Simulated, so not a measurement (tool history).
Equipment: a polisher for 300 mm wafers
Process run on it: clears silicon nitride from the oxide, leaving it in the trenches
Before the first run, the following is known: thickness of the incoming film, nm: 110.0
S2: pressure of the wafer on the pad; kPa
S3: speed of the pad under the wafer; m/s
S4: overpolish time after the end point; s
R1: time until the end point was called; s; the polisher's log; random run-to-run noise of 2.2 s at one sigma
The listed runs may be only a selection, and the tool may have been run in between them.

{"run": 1, "hour": 0.0, "flow of slurry (ml/min)": 290, "S2": 17.9, "S3": 1.04, "S4": 3, "R1": 130.24}
{"run": 2, "hour": 1.3, "flow of slurry (ml/min)": 290, "S2": 17.9, "S3": 1.28, "S4": 3, "R1": 105.73}
{"run": 3, "hour": 5.6, "flow of slurry (ml/min)": 290, "S2": 17.9, "S3": 1.28, "S4": 3, "R1": 107.13}
{"run": 4, "hour": 6.8, "flow of slurry (ml/min)": 290, "S2": 17.9, "S3": 1.28, "S4": 3, "R1": 107.38}
{"run": 5, "hour": 13.7, "flow of slurry (ml/min)": 290, "S2": 15.9, "S3": 1.28, "S4": 3, "R1": 117.72}
{"run": 6, "hour": 22.4, "flow of slurry (ml/min)": 290, "S2": 15.9, "S3": 1.38, "S4": 3, "R1": 112.22}

The next listed run, before its measurement:
{"run": 7, "hour": 28.0, "flow of slurry (ml/min)": 290, "S2": 14.5, "S3": 1.38, "S4": 3, "R1": "?"}

{"run 7": {"R1": 123.72}}
